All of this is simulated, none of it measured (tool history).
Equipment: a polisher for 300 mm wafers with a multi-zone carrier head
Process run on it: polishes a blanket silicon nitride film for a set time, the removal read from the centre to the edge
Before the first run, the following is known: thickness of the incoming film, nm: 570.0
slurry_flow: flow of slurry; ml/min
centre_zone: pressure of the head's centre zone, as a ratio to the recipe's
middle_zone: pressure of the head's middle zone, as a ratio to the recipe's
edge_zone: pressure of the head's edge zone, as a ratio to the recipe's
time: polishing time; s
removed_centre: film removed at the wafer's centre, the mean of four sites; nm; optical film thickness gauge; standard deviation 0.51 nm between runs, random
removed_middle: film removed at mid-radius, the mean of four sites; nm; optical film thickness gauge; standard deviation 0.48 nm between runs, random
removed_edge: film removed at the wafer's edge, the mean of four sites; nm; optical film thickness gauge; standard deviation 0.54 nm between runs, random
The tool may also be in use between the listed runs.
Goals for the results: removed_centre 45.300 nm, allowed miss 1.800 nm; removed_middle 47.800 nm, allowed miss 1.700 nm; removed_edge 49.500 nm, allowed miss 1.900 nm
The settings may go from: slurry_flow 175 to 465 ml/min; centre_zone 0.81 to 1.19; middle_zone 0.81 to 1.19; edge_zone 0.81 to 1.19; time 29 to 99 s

{"run": 1, "day": 0.0, "slurry_flow": 295, "centre_zone": 1.0, "middle_zone": 1.0, "edge_zone": 1.0, "time": 64, "removed_centre": 93.61, "removed_middle": 99.545, "removed_edge": 98.327}
{"run": 2, "day": 0.067, "slurry_flow": 260, "centre_zone": 0.97, "middle_zone": 0.96, "edge_zone": 0.95, "time": 54, "removed_centre": 74.88, "removed_middle": 80.435, "removed_edge": 78.79}
{"run": 3, "day": 0.275, "slurry_flow": 260, "centre_zone": 0.97, "middle_zone": 0.96, "edge_zone": 0.95, "time": 63, "removed_centre": 86.715, "removed_middle": 92.097, "removed_edge": 94.611}
{"run": 4, "day": 0.517, "slurry_flow": 260, "centre_zone": 0.97, "middle_zone": 0.96, "edge_zone": 0.95, "time": 53, "removed_centre": 74.584, "removed_middle": 78.652, "removed_edge": 79.485}
{"run": 5, "day": 0.879, "slurry_flow": 240, "centre_zone": 0.95, "middle_zone": 0.94, "edge_zone": 0.92, "time": 46, "removed_centre": 61.857, "removed_middle": 67.161, "removed_edge": 67.199}
{"run": 6, "day": 1.112, "slurry_flow": 240, "centre_zone": 1.01, "middle_zone": 0.94, "edge_zone": 0.92, "time": 46, "removed_centre": 65.588, "removed_middle": 66.516, "removed_edge": 67.504}
{"run": 7, "day": 1.312, "slurry_flow": 235, "centre_zone": 0.99, "middle_zone": 0.92, "edge_zone": 0.9, "time": 42, "removed_centre": 59.526, "removed_middle": 59.873, "removed_edge": 61.261}
{"run": 8, "day": 1.375, "slurry_flow": 235, "centre_zone": 0.96, "middle_zone": 0.91, "edge_zone": 0.88, "time": 39, "removed_centre": 53.46, "removed_middle": 54.294, "removed_edge": 57.928}
{"run": 9, "day": 1.629, "slurry_flow": 225, "centre_zone": 0.95, "middle_zone": 0.92, "edge_zone": 0.86, "time": 37, "removed_centre": 49.746, "removed_middle": 52.704, "removed_edge": 52.787}
{"run": 10, "day": 1.729, "slurry_flow": 220, "centre_zone": 0.94, "middle_zone": 0.91, "edge_zone": 0.85, "time": 37, "removed_centre": 49.856, "removed_middle": 51.161, "removed_edge": 52.452}
{"run": 11, "day": 1.917, "slurry_flow": 215, "centre_zone": 0.92, "middle_zone": 0.9, "edge_zone": 0.84, "time": 37, "removed_centre": 47.12, "removed_middle": 51.093, "removed_edge": 52.897}
{"run": 12, "day": 2.096, "slurry_flow": 215, "centre_zone": 0.94, "middle_zone": 0.89, "edge_zone": 0.83, "time": 32, "removed_centre": 42.361, "removed_middle": 43.705, "removed_edge": 44.669}
{"run": 13, "day": 2.362, "slurry_flow": 225, "centre_zone": 0.94, "middle_zone": 0.9, "edge_zone": 0.85, "time": 32, "removed_centre": 42.092, "removed_middle": 44.932, "removed_edge": 44.67}
{"run": 14, "day": 2.675, "slurry_flow": 215, "centre_zone": 0.94, "middle_zone": 0.9, "edge_zone": 0.87, "time": 32, "removed_centre": 41.839, "removed_middle": 44.643, "removed_edge": 45.141}
{"run": 15, "day": 2.95, "slurry_flow": 230, "centre_zone": 0.93, "middle_zone": 0.9, "edge_zone": 0.87, "time": 33, "removed_centre": 44.059, "removed_middle": 46.055, "removed_edge": 47.733}

Which single option among these 4 for the next run brings every result within its allowed miss of target? Just one does.
{"run": "A", "day": 3.225, "slurry_flow": 245, "centre_zone": 0.94, "middle_zone": 0.85, "edge_zone": 0.87, "time": 33, "removed_centre": "?", "removed_middle": "?", "removed_edge": "?"}
{"run": "B", "day": 3.225, "slurry_flow": 305, "centre_zone": 1.04, "middle_zone": 0.93, "edge_zone": 0.81, "time": 30, "removed_centre": "?", "removed_middle": "?", "removed_edge": "?"}
{"run": "C", "day": 3.225, "slurry_flow": 190, "centre_zone": 0.93, "middle_zone": 0.88, "edge_zone": 0.84, "time": 36, "removed_centre": "?", "removed_middle": "?", "removed_edge": "?"}
{"run": "D", "day": 3.225, "slurry_flow": 355, "centre_zone": 0.96, "middle_zone": 0.86, "edge_zone": 0.82, "time": 31, "removed_centre": "?", "removed_middle": "?", "removed_edge": "?"}

move=A removed_centre=44.482 removed_middle=45.433 removed_edge=47.752
move=B removed_centre=46.122 removed_middle=45.238 removed_edge=43.217
move=C removed_centre=45.877 removed_middle=48.778 removed_edge=49.917
move=D removed_centre=44.663 removed_middle=44.842 removed_edge=45.385
A: moves away from the targets compared with the last run
B: moves away from the targets compared with the last run
C: in spec on every target
D: moves away from the targets compared with the last run
The right move is C.
